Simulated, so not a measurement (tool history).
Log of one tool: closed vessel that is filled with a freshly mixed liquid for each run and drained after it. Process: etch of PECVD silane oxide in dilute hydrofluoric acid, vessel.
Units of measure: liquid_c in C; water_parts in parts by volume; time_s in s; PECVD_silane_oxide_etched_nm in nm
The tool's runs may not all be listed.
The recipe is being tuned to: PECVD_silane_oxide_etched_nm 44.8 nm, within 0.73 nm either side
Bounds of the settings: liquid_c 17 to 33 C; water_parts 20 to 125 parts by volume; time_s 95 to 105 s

| run | hour | liquid_c | water_parts | time_s | PECVD_silane_oxide_etched_nm |
|---|---|---|---|---|---|
| 1 | 0 | 25 | 70 | 95 | 60.847 |
| 2 | 8.4 | 25 | 80 | 95 | 52.382 |
| 3 | 10.1 | 22 | 80 | 95 | 46.421 |
| 4 | 16.7 | 21.5 | 80 | 95 | 45.917 |
| 5 | 18.3 | 21.5 | 65 | 95 | 57.351 |
| 6 | 24.7 | 20.5 | 65 | 95 | 55.021 |
| 7 | 26.4 | 19.5 | 65 | 95 | 52.595 |
| 8 | 33.1 | 19 | 65 | 95 | 51.33 |
| 9 | 36.5 | 18.5 | 65 | 95 | 50.289 |
| 10 | 38.3 | 18 | 65 | 95 | 49.494 |
| 11 | 46.7 | 17.5 | 65 | 95 | 48.141 |
| 12 | 50.8 | 17 | 70 | 95 | 43.574 |

Next run, 5 choices. One meets every target within its allowed miss, the rest don't. Which?
| A | 54.9 | 17 | 75 | 105 | ? |
| B | 54.9 | 17.5 | 70 | 100 | ? |
| C | 54.9 | 17.5 | 75 | 105 | ? |
| D | 54.9 | 17 | 70 | 100 | ? |
| E | 54.9 | 17 | 65 | 95 | ? |

| move | PECVD_silane_oxide_etched_nm |
|---|---|
| A | 44.704 |
| B | 46.857 |
| C | 45.669 |
| D | 45.864 |
| E | 47.179 |
A: meets every target
B: the result that was furthest off in the last run now lies on the other side of its target
C: the result that was furthest off in the last run now lies on the other side of its target
D: the result that was furthest off in the last run now lies on the other side of its target
E: the result that was furthest off in the last run now lies on the other side of its target
Answer: A
